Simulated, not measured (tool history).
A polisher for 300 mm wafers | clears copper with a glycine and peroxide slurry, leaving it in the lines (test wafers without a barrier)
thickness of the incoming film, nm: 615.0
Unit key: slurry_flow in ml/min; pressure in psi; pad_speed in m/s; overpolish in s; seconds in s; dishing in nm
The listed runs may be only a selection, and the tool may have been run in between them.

run  hour  slurry_flow  pressure  pad_speed  overpolish  seconds  dishing
  1     0          275       2.5       0.76          19   124.24   14.294
  2   4.6          275       2.5       0.76          15   121.88   13.582
  3   8.5          245       2.5       0.76          15   128.77   13.505
  4  14.1          245       2.5       0.76           8   125.18   12.269
  5  16.1          245       2.5       0.92           8   108.52   12.637
  6  21.4          245         3       0.92           8   92.129   12.674
  7  29.1          245       3.1       0.92           8   91.836   12.973

Expected results for the next run?
  8  33.9          245       3.2       0.94           8        ?        ?

{"run 8": {"seconds": 89.878, "dishing": 12.429}}
